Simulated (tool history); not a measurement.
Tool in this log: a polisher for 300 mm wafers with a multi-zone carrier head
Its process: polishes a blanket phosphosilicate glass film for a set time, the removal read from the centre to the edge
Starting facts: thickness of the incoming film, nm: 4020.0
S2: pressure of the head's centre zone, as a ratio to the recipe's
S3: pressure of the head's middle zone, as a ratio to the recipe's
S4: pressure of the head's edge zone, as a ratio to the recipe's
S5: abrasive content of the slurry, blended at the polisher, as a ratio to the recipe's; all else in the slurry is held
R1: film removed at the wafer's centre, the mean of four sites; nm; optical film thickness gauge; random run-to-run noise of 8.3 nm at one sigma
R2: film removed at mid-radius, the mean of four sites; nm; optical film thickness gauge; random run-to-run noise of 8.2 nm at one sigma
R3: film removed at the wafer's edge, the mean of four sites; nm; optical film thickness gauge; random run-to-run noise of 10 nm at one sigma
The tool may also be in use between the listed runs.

run 1 hour=0.0 | flow_of_slurry_(ml/min)=320 S2=1.00 S3=1.00 S4=1.00 S5=1.00 polishing_time_(s)=77 | R1=789.28 R2=782.67 R3=798.34
run 2 hour=8.8 | flow_of_slurry_(ml/min)=320 S2=1.00 S3=1.01 S4=1.04 S5=1.15 polishing_time_(s)=78 | R1=846.95 R2=838.30 R3=857.27
run 3 hour=13.7 | flow_of_slurry_(ml/min)=320 S2=1.00 S3=1.01 S4=1.10 S5=1.15 polishing_time_(s)=78 | R1=846.83 R2=858.78 R3=881.61
run 4 hour=22.7 | flow_of_slurry_(ml/min)=320 S2=0.99 S3=1.00 S4=1.12 S5=1.25 polishing_time_(s)=80 | R1=888.95 R2=879.54 R3=946.43
run 5 hour=25.4 | flow_of_slurry_(ml/min)=320 S2=0.99 S3=1.01 S4=1.14 S5=1.30 polishing_time_(s)=82 | R1=911.02 R2=935.74 R3=980.17
run 6 hour=31.1 | flow_of_slurry_(ml/min)=380 S2=0.99 S3=1.01 S4=1.14 S5=1.30 polishing_time_(s)=82 | R1=936.07 R2=933.07 R3=985.22
run 7 hour=35.2 | flow_of_slurry_(ml/min)=370 S2=0.98 S3=1.01 S4=1.15 S5=1.35 polishing_time_(s)=84 | R1=949.38 R2=975.32 R3=1040.40

For run 8, what comes out?
run 8 hour=39.6 | flow_of_slurry_(ml/min)=370 S2=0.98 S3=1.01 S4=1.15 S5=1.40 polishing_time_(s)=85 | R1=? R2=? R3=?

Run 8 measured R1 979.56 nm, R2 978.40 nm, R3 1055.20 nm.
